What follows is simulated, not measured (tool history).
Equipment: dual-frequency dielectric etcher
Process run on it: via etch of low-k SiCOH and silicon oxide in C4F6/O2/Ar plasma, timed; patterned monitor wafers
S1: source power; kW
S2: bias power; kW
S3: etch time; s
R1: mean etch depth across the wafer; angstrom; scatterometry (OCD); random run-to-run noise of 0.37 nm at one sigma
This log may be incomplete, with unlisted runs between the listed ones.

| run | hour | S1 | S2 | S3 | R1 |
|---|---|---|---|---|---|
| 1 | 0.0 | 0.400 | 0.179 | 71.5 | 1889.0 |
| 2 | 6.4 | 0.400 | 0.179 | 71.5 | 1879.6 |
| 3 | 11.2 | 0.400 | 0.200 | 71.5 | 1987.4 |
| 4 | 14.8 | 0.400 | 0.200 | 71.5 | 1997.0 |
| 5 | 19.7 | 0.360 | 0.200 | 71.5 | 1901.1 |
| 6 | 27.5 | 0.320 | 0.176 | 71.5 | 1703.1 |
| 7 | 32.2 | 0.290 | 0.163 | 71.5 | 1560.1 |
| 8 | 37.8 | 0.270 | 0.158 | 71.5 | 1494.7 |

Predict the results of run 9:
| 9 | 41.8 | 0.260 | 0.155 | 71.5 | ? |

R1: 1455.0 angstrom
